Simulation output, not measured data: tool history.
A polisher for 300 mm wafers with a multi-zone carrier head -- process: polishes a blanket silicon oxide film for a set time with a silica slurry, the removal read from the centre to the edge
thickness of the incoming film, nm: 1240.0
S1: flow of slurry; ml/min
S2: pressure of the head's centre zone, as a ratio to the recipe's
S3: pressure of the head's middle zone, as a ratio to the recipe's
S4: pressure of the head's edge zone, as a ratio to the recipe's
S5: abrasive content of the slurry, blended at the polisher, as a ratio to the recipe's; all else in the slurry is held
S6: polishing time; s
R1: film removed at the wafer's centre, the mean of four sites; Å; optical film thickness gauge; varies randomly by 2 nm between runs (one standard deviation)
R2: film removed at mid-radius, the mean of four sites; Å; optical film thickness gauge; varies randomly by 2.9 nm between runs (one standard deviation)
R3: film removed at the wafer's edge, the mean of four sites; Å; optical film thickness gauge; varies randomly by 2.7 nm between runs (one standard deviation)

run,hour,S1,S2,S3,S4,S5,S6,R1,R2,R3
1,0,225,1,1,1,1,60,2548.5,2652.5,2663.4
2,4.2,225,0.96,1,1,1,60,2440.5,2706.4,2602.2
3,10.2,185,0.96,1,1,1,60,2319.1,2546.6,2564.9
4,14.4,235,0.96,1,1,1,60,2497.5,2733.7,2642
5,21,235,0.96,1,1,1.2,60,2729,2957.5,2910.4
6,22.8,235,0.96,1,1,1.35,60,2812.4,3068,3064.5

Run 7 has not been measured yet. What should we expect?
7,25.4,220,0.95,0.99,1.03,1.35,60,?,?,?

R1: 2804.5 Å
R2: 2964.2 Å
R3: 3084.5 Å

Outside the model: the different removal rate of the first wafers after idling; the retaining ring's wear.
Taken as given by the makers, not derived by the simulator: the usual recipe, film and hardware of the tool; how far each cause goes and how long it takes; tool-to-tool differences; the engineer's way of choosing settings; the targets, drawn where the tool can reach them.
